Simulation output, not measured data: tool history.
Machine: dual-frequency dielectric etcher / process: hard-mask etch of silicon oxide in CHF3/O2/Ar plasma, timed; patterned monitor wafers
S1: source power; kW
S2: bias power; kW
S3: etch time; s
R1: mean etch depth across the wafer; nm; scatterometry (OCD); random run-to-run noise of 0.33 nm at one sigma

{"run": 1, "hour": 0.0, "S1": 0.5, "S2": 0.233, "S3": 22.5, "R1": 47.711}
{"run": 2, "hour": 6.3, "S1": 0.53, "S2": 0.241, "S3": 22.5, "R1": 49.83}
{"run": 3, "hour": 12.5, "S1": 0.53, "S2": 0.216, "S3": 22.5, "R1": 47.269}
{"run": 4, "hour": 17.0, "S1": 0.53, "S2": 0.2, "S3": 22.5, "R1": 46.427}
{"run": 5, "hour": 25.6, "S1": 0.56, "S2": 0.211, "S3": 22.5, "R1": 47.946}
{"run": 6, "hour": 28.3, "S1": 0.61, "S2": 0.211, "S3": 22.5, "R1": 49.853}
{"run": 7, "hour": 29.2, "S1": 0.62, "S2": 0.218, "S3": 22.5, "R1": 50.972}
{"run": 8, "hour": 32.3, "S1": 0.63, "S2": 0.223, "S3": 22.5, "R1": 51.996}

Run 9, settings as shown, results not yet in. Your forecast:
{"run": 9, "hour": 37.3, "S1": 0.64, "S2": 0.226, "S3": 22.5, "R1": "?"}

R1: 52.69 nm

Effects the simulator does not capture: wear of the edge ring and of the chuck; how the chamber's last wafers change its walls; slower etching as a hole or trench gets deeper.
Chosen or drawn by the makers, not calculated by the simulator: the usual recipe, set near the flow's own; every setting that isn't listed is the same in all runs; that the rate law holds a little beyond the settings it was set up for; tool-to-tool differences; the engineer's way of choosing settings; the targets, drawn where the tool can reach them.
